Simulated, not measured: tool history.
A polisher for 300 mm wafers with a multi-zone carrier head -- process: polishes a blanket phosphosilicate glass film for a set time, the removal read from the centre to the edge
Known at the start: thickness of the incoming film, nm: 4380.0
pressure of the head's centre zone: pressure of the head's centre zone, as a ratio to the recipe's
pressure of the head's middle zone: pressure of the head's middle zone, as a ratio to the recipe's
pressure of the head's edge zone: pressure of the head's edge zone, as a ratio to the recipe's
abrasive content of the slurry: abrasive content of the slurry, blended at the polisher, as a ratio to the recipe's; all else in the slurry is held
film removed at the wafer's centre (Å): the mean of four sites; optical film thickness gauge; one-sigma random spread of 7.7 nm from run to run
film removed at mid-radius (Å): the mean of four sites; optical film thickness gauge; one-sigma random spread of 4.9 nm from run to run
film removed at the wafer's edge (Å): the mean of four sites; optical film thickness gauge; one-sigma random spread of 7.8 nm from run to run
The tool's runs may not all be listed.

run	hour	flow of slurry (ml/min)	pressure of the head's centre zone	pressure of the head's middle zone	pressure of the head's edge zone	abrasive content of the slurry	polishing time (s)	film removed at the wafer's centre (Å)	film removed at mid-radius (Å)	film removed at the wafer's edge (Å)
1	0	270	1	1	1	1	62	4987	5059.6	5187.4
2	6.5	270	1	1	1.04	1	62	4871.9	5056.1	5322
3	14.1	270	1	1	1.04	1	68	5615.6	5529.9	5732.2
4	17.8	270	0.94	1	1.04	1	68	5283.5	5655.8	5803.4
5	22.9	270	0.98	1	1.04	1	68	5339.3	5655.1	5773.9
6	27.9	270	1	0.99	1.04	1	68	5434.9	5456.1	5883.4
7	29.5	275	1.01	0.99	1.03	1	68	5550.8	5524.6	5741.2
8	30.8	275	1.02	0.99	1.03	1	68	5536.1	5562	5697
9	36.7	270	1.04	0.98	1.03	1	68	5580	5503.5	5729.8

Estimate the outcome of run 10 from the log above:
10	39.8	275	1.06	0.97	1.03	1	68	?	?	?

film removed at the wafer's centre (Å): 5695.8
film removed at mid-radius (Å): 5465.6
film removed at the wafer's edge (Å): 5825.8
